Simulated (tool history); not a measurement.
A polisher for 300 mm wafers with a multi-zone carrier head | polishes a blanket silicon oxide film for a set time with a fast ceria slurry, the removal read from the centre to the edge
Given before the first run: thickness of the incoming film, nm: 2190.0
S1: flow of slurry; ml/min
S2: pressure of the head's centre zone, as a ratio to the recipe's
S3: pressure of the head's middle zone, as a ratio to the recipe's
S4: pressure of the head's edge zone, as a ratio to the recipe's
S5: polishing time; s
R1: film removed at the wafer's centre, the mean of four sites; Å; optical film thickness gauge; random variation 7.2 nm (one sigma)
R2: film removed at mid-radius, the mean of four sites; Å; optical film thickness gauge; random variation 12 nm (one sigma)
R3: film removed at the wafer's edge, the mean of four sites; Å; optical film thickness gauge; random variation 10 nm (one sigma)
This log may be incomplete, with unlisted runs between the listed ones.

run    day   S1    S2    S3    S4  S5      R1      R2      R3
  1      0  155     1     1     1  66  8605.4  8649.8  8439.9
  2  0.233  135     1     1     1  66    8337  8427.7    8225
  3  0.558  135     1  1.07     1  66  8374.3  8790.9  8501.9
  4  0.683  145  1.02  1.06  1.03  66    8690  8712.8  8638.4
  5  0.933  145  1.08  1.06  1.03  66  9189.8  8852.2  8664.2
  6  1.183  155  1.09  1.05  1.05  66  9256.3  8837.2  8652.8
  7  1.504  160   1.1  1.04  1.07  67    9459  8830.6  9132.3

Run 8 comes next. What will it give?
  8  1.862  205  1.18  1.02  1.04  66   ?   ?   ?

Run 8 produced R1 10394 Å, R2 9095.4 Å, R3 8899.7 Å.
